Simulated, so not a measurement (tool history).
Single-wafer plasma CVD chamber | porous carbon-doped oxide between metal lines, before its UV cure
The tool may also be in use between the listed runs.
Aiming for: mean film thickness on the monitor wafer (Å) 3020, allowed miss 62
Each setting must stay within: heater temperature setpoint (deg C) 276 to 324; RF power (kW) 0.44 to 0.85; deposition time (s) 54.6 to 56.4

run  hour  heater temperature setpoint (deg C)  RF power (kW)  deposition time (s)  mean film thickness on the monitor wafer (Å)
  1     0                                  300          0.645                 54.6                                        3391.9
  2   5.1                                  303           0.64                 54.6                                        3327.6
  3   9.4                                  313           0.64                 54.6                                        3148.6
  4  10.6                                  313           0.64                 56.4                                        3248.7
  5  17.6                                  313          0.605                 56.4                                        3178.3
  6    21                                  314            0.6                 56.4                                        3160.3
  7  29.5                                  315          0.595                 56.4                                        3114.5
  8  31.2                                  315          0.595                 56.4                                        3130.3
  9  37.9                                  316          0.595                 56.4                                        3115.8
 10  46.7                                  317          0.595                 56.4                                        3098.4

Of the 4 settings listed for the next run, only one would bring every result within its allowed miss of target. Which one?
  A  55.5                                  306          0.545                 56.4                                             ?
  B  55.5                                  312           0.57                 54.9                                             ?
  C  55.5                                  312          0.595                 56.4                                             ?
  D  55.5                                  316          0.545                 54.6                                             ?

move  mean film thickness on the monitor wafer (Å)
   A                                        3157.2
   B                                        3034.6
   C                                        3173.5
   D                                        2901.7
A: its largest miss is bigger than the last run's
B: all results land within tolerance of their targets
C: its largest miss is bigger than the last run's
D: takes the biggest miss from the last run beyond its target
Answer: B
